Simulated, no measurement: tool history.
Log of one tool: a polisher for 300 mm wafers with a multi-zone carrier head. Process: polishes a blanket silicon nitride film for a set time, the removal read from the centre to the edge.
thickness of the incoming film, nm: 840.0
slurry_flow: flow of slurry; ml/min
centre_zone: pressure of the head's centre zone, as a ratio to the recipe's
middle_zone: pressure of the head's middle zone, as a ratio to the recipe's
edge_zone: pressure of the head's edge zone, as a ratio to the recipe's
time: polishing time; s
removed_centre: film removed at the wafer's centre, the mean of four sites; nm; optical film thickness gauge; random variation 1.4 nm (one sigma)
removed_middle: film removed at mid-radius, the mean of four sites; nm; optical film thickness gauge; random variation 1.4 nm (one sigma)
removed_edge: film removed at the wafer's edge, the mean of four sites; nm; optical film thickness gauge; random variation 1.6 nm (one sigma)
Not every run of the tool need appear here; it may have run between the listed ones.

run  hour  slurry_flow  centre_zone  middle_zone  edge_zone  time  removed_centre  removed_middle  removed_edge
  1     0          180            1            1          1    68          97.474          93.766        90.937
  2   4.1          185            1            1       1.02    69          98.153          97.385        94.442
  3  12.9          185            1         1.04       1.02    69            99.5          97.939        94.903
  4  17.8          190            1         1.05       1.04    70          101.28          101.39        94.716
  5    25          190            1         1.05       1.04    57          82.992          83.699         81.07
     26.9  -- edge zone pressure recalibrated
  6  26.9          190            1         1.05       0.96    57           81.27          81.833        79.721

What will run 7 give?
  7  28.4          195         0.99         1.03       0.97    60               ?               ?             ?

removed_centre: 88.217 nm
removed_middle: 84.995 nm
removed_edge: 83.679 nm
